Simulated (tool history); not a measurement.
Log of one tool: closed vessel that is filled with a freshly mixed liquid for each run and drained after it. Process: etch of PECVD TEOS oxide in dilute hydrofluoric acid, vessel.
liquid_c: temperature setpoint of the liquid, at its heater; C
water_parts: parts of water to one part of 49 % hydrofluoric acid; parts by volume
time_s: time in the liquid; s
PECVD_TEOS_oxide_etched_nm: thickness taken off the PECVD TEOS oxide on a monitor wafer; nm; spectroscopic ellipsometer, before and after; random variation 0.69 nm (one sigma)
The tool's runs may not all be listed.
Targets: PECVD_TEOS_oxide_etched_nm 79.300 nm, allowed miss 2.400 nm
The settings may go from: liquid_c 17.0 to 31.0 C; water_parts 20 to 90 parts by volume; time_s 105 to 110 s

run 1 day=0.000 | liquid_c=23.0 water_parts=50 time_s=105 | PECVD_TEOS_oxide_etched_nm=64.271
run 2 day=0.242 | liquid_c=24.5 water_parts=50 time_s=105 | PECVD_TEOS_oxide_etched_nm=68.269
run 3 day=0.333 | liquid_c=24.5 water_parts=50 time_s=110 | PECVD_TEOS_oxide_etched_nm=70.663
run 4 day=0.421 | liquid_c=21.5 water_parts=50 time_s=110 | PECVD_TEOS_oxide_etched_nm=64.262
run 5 day=0.767 | liquid_c=23.0 water_parts=50 time_s=110 | PECVD_TEOS_oxide_etched_nm=68.052
run 6 day=0.908 | liquid_c=20.0 water_parts=50 time_s=110 | PECVD_TEOS_oxide_etched_nm=59.427
run 7 day=1.221 | liquid_c=24.0 water_parts=50 time_s=110 | PECVD_TEOS_oxide_etched_nm=71.281
run 8 day=1.538 | liquid_c=24.5 water_parts=50 time_s=110 | PECVD_TEOS_oxide_etched_nm=71.497
run 9 day=1.854 | liquid_c=25.5 water_parts=50 time_s=110 | PECVD_TEOS_oxide_etched_nm=74.157
run 10 day=1.954 | liquid_c=26.0 water_parts=50 time_s=110 | PECVD_TEOS_oxide_etched_nm=76.673

Which of these 4 next moves meets every target?
run A day=2.054 | liquid_c=26.5 water_parts=50 time_s=105 | PECVD_TEOS_oxide_etched_nm=?
run B day=2.054 | liquid_c=20.5 water_parts=35 time_s=105 | PECVD_TEOS_oxide_etched_nm=?
run C day=2.054 | liquid_c=24.5 water_parts=40 time_s=105 | PECVD_TEOS_oxide_etched_nm=?
run D day=2.054 | liquid_c=24.0 water_parts=45 time_s=110 | PECVD_TEOS_oxide_etched_nm=?

move=A PECVD_TEOS_oxide_etched_nm=74.338
move=B PECVD_TEOS_oxide_etched_nm=84.412
move=C PECVD_TEOS_oxide_etched_nm=86.828
move=D PECVD_TEOS_oxide_etched_nm=78.671
A: further off than the last run
B: takes the result that was furthest off past its target
C: takes the result that was furthest off past its target
D: meets every target
The right move is D.
